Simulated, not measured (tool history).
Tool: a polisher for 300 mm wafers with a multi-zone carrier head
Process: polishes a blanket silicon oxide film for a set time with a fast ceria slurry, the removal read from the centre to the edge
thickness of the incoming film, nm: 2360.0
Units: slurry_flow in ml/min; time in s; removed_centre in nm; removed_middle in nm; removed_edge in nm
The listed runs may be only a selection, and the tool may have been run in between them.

run 1 hour=0 | slurry_flow=315 centre_zone=1 middle_zone=1 edge_zone=1 time=44 | removed_centre=603.86 removed_middle=621 removed_edge=602.08
run 2 hour=2.9 | slurry_flow=315 centre_zone=1 middle_zone=1 edge_zone=1 time=54 | removed_centre=729.09 removed_middle=747.49 removed_edge=756.85
run 3 hour=10.7 | slurry_flow=345 centre_zone=1 middle_zone=1 edge_zone=1 time=54 | removed_centre=743.84 removed_middle=744.11 removed_edge=769.42
run 4 hour=12.2 | slurry_flow=345 centre_zone=1 middle_zone=0.96 edge_zone=1 time=54 | removed_centre=746.16 removed_middle=723.27 removed_edge=759.35
run 5 hour=18 | slurry_flow=345 centre_zone=1 middle_zone=0.93 edge_zone=1 time=54 | removed_centre=768.91 removed_middle=716.61 removed_edge=752.34
run 6 hour=23.6 | slurry_flow=345 centre_zone=1 middle_zone=0.93 edge_zone=1 time=63 | removed_centre=890.82 removed_middle=809.74 removed_edge=876.17
run 7 hour=27 | slurry_flow=350 centre_zone=1.01 middle_zone=0.93 edge_zone=1 time=63 | removed_centre=890.36 removed_middle=835.56 removed_edge=873.66

The next listed run, before its measurement:
run 8 hour=27.7 | slurry_flow=355 centre_zone=1.01 middle_zone=0.92 edge_zone=1.01 time=63 | removed_centre=? removed_middle=? removed_edge=?

{"run 8": {"removed_centre": 891.91, "removed_middle": 824.18, "removed_edge": 902.97}}
